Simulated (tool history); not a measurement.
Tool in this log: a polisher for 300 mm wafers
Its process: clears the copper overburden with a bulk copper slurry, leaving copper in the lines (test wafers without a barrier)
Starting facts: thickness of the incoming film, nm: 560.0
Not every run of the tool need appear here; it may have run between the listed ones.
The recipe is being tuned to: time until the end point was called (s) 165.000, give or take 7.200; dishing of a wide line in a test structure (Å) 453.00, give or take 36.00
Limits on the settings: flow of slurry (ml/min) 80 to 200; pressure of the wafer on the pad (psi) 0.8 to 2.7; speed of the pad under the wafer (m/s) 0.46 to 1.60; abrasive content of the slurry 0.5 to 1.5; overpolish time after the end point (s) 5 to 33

run	hour	flow of slurry (ml/min)	pressure of the wafer on the pad (psi)	speed of the pad under the wafer (m/s)	abrasive content of the slurry	overpolish time after the end point (s)	time until the end point was called (s)	dishing of a wide line in a test structure (Å)
1	0.0	130	1.7	1.02	1.0	17	84.677	559.37
2	8.3	130	1.6	1.00	1.0	18	93.591	551.26
3	11.5	130	1.5	1.00	1.0	19	97.371	547.24
4	19.8	130	1.4	0.98	1.0	20	104.630	528.37
5	22.3	105	1.4	0.98	1.0	20	110.770	519.39
6	27.0	130	1.4	0.98	1.0	20	106.880	520.68
7	30.0	130	1.3	0.98	1.0	21	115.000	514.41
8	35.0	130	1.2	0.98	1.0	22	121.290	504.80
9	36.6	130	1.1	0.98	1.0	22	132.130	480.87

Which single option among these 4 for the next run brings every result within its allowed miss of target? Just one does.
A	38.2	130	1.2	0.80	0.7	33	?	?
B	38.2	105	1.2	0.88	1.0	16	?	?
C	38.2	120	1.0	1.16	1.3	16	?	?
D	38.2	155	1.2	0.72	0.9	25	?	?

move	time until the end point was called (s)	dishing of a wide line in a test structure (Å)
A	164.030	512.75
B	142.220	353.98
C	118.670	393.25
D	166.160	431.55
A: the worst result of the last run now meets its target, but another is out of spec
B: gains on the last run, yet a result remains outside its allowed miss
C: its largest miss is bigger than the last run's
D: every result within its allowed miss
Answer: D

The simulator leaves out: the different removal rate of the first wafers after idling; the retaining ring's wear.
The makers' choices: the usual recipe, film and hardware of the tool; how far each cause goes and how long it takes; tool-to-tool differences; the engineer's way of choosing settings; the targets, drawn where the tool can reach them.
